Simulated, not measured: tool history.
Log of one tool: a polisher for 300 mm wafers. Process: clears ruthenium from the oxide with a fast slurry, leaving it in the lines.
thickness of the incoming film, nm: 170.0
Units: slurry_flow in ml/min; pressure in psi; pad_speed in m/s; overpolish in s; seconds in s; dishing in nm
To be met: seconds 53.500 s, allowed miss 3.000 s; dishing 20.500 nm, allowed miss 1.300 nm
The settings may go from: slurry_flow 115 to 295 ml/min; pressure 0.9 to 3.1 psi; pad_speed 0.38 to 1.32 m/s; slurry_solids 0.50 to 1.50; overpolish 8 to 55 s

run 1 hour=0.0 | slurry_flow=190 pressure=2.0 pad_speed=0.84 slurry_solids=1.00 overpolish=28 | seconds=69.865 dishing=34.123
run 2 hour=6.8 | slurry_flow=190 pressure=2.1 pad_speed=0.84 slurry_solids=1.00 overpolish=24 | seconds=67.783 dishing=31.038
run 3 hour=10.0 | slurry_flow=190 pressure=2.1 pad_speed=0.84 slurry_solids=0.80 overpolish=24 | seconds=76.612 dishing=29.007
run 4 hour=18.3 | slurry_flow=190 pressure=2.1 pad_speed=0.84 slurry_solids=0.80 overpolish=17 | seconds=75.410 dishing=23.213
run 5 hour=19.2 | slurry_flow=190 pressure=2.1 pad_speed=0.84 slurry_solids=0.80 overpolish=8 | seconds=77.222 dishing=12.930
run 6 hour=20.7 | slurry_flow=190 pressure=2.5 pad_speed=0.84 slurry_solids=0.80 overpolish=8 | seconds=64.543 dishing=14.779
run 7 hour=25.0 | slurry_flow=190 pressure=2.6 pad_speed=0.84 slurry_solids=0.80 overpolish=9 | seconds=62.121 dishing=16.401
run 8 hour=32.8 | slurry_flow=190 pressure=2.7 pad_speed=0.84 slurry_solids=0.80 overpolish=10 | seconds=60.026 dishing=18.922
run 9 hour=35.7 | slurry_flow=190 pressure=2.8 pad_speed=0.84 slurry_solids=0.80 overpolish=10 | seconds=59.147 dishing=19.682
run 10 hour=41.7 | slurry_flow=190 pressure=2.9 pad_speed=0.86 slurry_solids=0.80 overpolish=9 | seconds=53.104 dishing=18.554

Which of these 5 next moves meets every target?
run A hour=47.7 | slurry_flow=235 pressure=2.7 pad_speed=1.10 slurry_solids=0.55 overpolish=8 | seconds=? dishing=?
run B hour=47.7 | slurry_flow=200 pressure=3.1 pad_speed=0.84 slurry_solids=0.80 overpolish=8 | seconds=? dishing=?
run C hour=47.7 | slurry_flow=175 pressure=2.8 pad_speed=0.88 slurry_solids=0.85 overpolish=10 | seconds=? dishing=?
run D hour=47.7 | slurry_flow=245 pressure=2.6 pad_speed=0.96 slurry_solids=0.75 overpolish=8 | seconds=? dishing=?
run E hour=47.7 | slurry_flow=195 pressure=3.0 pad_speed=0.84 slurry_solids=0.75 overpolish=8 | seconds=? dishing=?

move=A seconds=56.932 dishing=16.740
move=B seconds=52.164 dishing=17.984
move=C seconds=54.262 dishing=20.811
move=D seconds=55.134 dishing=17.189
move=E seconds=56.065 dishing=16.954
A: further off than the last run
B: further off than the last run
C: meets every target
D: further off than the last run
E: further off than the last run
The right move is C.
